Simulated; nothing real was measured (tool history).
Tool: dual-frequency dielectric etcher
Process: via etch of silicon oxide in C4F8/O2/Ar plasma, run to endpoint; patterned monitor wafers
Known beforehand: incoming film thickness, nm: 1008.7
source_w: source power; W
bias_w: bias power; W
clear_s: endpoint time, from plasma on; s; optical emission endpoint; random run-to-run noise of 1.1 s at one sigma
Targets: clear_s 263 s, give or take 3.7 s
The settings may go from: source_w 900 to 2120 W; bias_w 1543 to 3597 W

run	hour	source_w	bias_w	clear_s
1	0	1510	2570	215.71
2	4	1510	2131	228.33
3	9.3	1400	2110	239.82
4	16	1400	1709	254.36
5	20.4	1380	1706	256.52
6	23.6	1380	2034	244.03
7	30.3	1330	2028	246.58
8	34.1	1280	2021	251.94
9	39	1120	1994	270.42
10	45	1140	1996	267.15

Which one of the following 5 next-run settings gets every result inside its allowed miss? There is exactly one.
A	51	1130	1874	?
B	51	1000	2121	?
C	51	1210	1681	?
D	51	1140	2145	?
E	51	1110	2039	?

move	clear_s
A	274.76
B	281.11
C	274.65
D	261.97
E	269.89
A: lands further from the targets than the last run did
B: lands further from the targets than the last run did
C: lands further from the targets than the last run did
D: all results in spec
E: lands further from the targets than the last run did
So the answer is move D, the one that meets all the targets.
